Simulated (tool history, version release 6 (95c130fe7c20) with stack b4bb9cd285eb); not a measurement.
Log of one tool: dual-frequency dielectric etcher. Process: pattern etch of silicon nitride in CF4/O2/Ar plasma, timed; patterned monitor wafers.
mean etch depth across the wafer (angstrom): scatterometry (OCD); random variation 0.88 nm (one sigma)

run  hour  source power (W)  bias power (W)  Ar flow (sccm)  CF4 flow (sccm)  etch time (s)  mean etch depth across the wafer (angstrom)
  1   0.0               620              67              90              115            160                                       4496.8
  2   5.5               590              67              90              115            160                                       4320.7
  3  10.4               570              67              90              115            160                                       4213.1
  4  16.2               550              67              90              115            160                                       4091.0
  5  24.5               640              67              90              115            160                                       4600.0
  6  31.9               640              67              90              115            167                                       4818.1
  7  39.3               590              67              90              115            167                                       4521.8

Forecast run 8:
  8  47.8               550              67              90              115            167                                            ?

{"run 8": {"mean etch depth across the wafer (angstrom)": 4277.8}}

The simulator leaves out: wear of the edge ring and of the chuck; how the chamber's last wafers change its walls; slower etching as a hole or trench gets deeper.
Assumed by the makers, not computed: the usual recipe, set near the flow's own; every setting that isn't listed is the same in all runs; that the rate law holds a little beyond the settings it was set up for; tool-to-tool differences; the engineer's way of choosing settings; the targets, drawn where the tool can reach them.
